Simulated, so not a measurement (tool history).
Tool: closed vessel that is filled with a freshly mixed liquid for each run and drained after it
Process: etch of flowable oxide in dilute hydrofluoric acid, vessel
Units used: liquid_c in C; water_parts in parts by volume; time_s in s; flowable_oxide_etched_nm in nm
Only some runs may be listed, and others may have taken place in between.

run  hour  liquid_c  water_parts  time_s  flowable_oxide_etched_nm
  1     0        25          215      90                      20.1
  2   1.1      23.5          230      90                    17.604
  3   7.3      22.5          245      90                    15.796
  4  12.8      22.5          245      95                    16.576
  5  14.7      22.5          280      95                    13.986
  6  17.6      22.5          280      95                    13.932
  7  20.8      21.5          285      95                    13.254

Run 8, settings as shown, results not yet in. Your forecast:
  8  21.7      21.5          285      95                         ?

{"run 8": {"flowable_oxide_etched_nm": 13.242}}
